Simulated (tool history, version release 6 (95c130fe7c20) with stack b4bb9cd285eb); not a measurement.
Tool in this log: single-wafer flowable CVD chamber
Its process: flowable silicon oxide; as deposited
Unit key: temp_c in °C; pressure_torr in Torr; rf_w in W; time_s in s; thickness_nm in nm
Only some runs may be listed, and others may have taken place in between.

run  hour  temp_c  pressure_torr  rf_w  time_s  thickness_nm
  1     0     110          0.826  2675     427         202.6
  2   3.9     110          0.826  2675     407        191.81
  3   4.7     111          0.826  2675     407         190.3
  4   6.4     111          0.826  2675     427        197.26
  5    10     112          0.826  2675     427        192.22
  6    14     113          0.826  2675     427        185.17
  7  20.7     114          0.826  2675     427        181.27
  8  23.1     115          0.826  2675     427        176.44
  9  25.3     116          0.826  2675     427        170.89
 10  31.2     118          0.826  2675     427        164.02

Run 11 has not been measured yet. What should we expect?
 11  38.3     118          0.826  2675     427             ?

{"run 11": {"thickness_nm": 162.44}}
